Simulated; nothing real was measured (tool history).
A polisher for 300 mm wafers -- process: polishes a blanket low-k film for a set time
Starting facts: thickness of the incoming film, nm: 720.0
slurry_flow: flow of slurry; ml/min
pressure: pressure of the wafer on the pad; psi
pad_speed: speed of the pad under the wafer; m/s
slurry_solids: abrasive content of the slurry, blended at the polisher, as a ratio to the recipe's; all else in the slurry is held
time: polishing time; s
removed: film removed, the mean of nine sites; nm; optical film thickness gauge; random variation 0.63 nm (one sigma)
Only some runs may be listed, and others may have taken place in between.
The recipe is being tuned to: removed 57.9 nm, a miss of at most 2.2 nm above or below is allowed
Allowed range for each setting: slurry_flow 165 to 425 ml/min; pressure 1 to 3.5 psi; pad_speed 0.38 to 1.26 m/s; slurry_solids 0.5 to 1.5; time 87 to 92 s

run,hour,slurry_flow,pressure,pad_speed,slurry_solids,time,removed
1,0,275,2.2,0.82,1,87,31.108
2,7.5,275,2.2,0.82,1,87,30.781
3,16.1,275,2.2,0.82,1,92,32.609
4,18.4,275,2.2,0.82,1.2,92,34.696
5,24.8,275,2.4,0.82,1.2,92,38.971
6,29.7,335,2.4,0.82,1.2,92,39.563
7,37.2,335,2.5,0.82,1.2,92,41.021
8,41.8,335,2.6,0.82,1.2,92,42.523
9,45.6,335,2.7,0.82,1.2,92,44.171
10,51.9,335,2.7,0.82,1.2,92,44.66
11,57.9,335,3.3,0.84,1.2,92,53.92
12,64.5,340,3.3,0.84,1.2,92,54.913

Which one of the following 5 next-run settings gets every result inside its allowed miss? There is exactly one.
A,71.1,350,3.2,0.82,1.3,92,?
B,71.1,420,3.3,0.86,1,87,?
C,71.1,405,2.5,1.1,1.25,88,?
D,71.1,415,3.3,0.88,1.3,90,?
E,71.1,340,3.3,0.88,1.15,89,?

move,removed
A,53.039
B,48.81
C,50.182
D,57.26
E,53.179
A: misses by more than the last run did
B: misses by more than the last run did
C: misses by more than the last run did
D: in spec on every target
E: misses by more than the last run did
D is the move that brings every result within its allowed miss.
